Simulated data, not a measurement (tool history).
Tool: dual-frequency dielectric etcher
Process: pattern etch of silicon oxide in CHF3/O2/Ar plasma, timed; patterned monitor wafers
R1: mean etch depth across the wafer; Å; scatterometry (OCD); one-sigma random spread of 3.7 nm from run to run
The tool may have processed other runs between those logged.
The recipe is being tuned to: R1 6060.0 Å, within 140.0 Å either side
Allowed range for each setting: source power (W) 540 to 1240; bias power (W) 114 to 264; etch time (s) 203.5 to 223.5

Run 1, day 0.000: source power (W) 890, bias power (W) 189, etch time (s) 223.5. Result: R1 5073.3 Å.
Run 2, day 0.238: source power (W) 980, bias power (W) 198, etch time (s) 223.5. Result: R1 5443.5 Å.
Run 3, day 0.496: source power (W) 1030, bias power (W) 200, etch time (s) 223.5. Result: R1 5542.5 Å.
Run 4, day 0.667: source power (W) 1030, bias power (W) 212, etch time (s) 223.5. Result: R1 5610.6 Å.
Run 5, day 0.871: source power (W) 1070, bias power (W) 215, etch time (s) 223.5. Result: R1 5700.3 Å.
Run 6, day 1.158: source power (W) 930, bias power (W) 215, etch time (s) 223.5. Result: R1 5429.7 Å.
Run 7, day 1.267: source power (W) 1000, bias power (W) 220, etch time (s) 223.5. Result: R1 5661.7 Å.
Run 8, day 1.396: source power (W) 1040, bias power (W) 223, etch time (s) 223.5. Result: R1 5698.4 Å.
Run 9, day 1.612: source power (W) 1080, bias power (W) 226, etch time (s) 223.5. Result: R1 5792.8 Å.

Of the 5 settings listed for the next run, only one would bring every result within its allowed miss of target. Which one?
Run A, day 1.829: source power (W) 1130, bias power (W) 240, etch time (s) 223.5. Result: R1 ?.
Run B, day 1.829: source power (W) 1120, bias power (W) 235, etch time (s) 216.0. Result: R1 ?.
Run C, day 1.829: source power (W) 1060, bias power (W) 247, etch time (s) 213.0. Result: R1 ?.
Run D, day 1.829: source power (W) 1190, bias power (W) 218, etch time (s) 211.5. Result: R1 ?.
Run E, day 1.829: source power (W) 1110, bias power (W) 234, etch time (s) 219.5. Result: R1 ?.

move      R1
   A  6074.7
   B  5811.6
   C  5700.4
   D  5690.3
   E  5877.4
A: hits every target within its allowed miss
B: gains on the last run, yet a result remains outside its allowed miss
C: the biggest miss grows against the last run
D: the biggest miss grows against the last run
E: gains on the last run, yet a result remains outside its allowed miss
The right move is A.
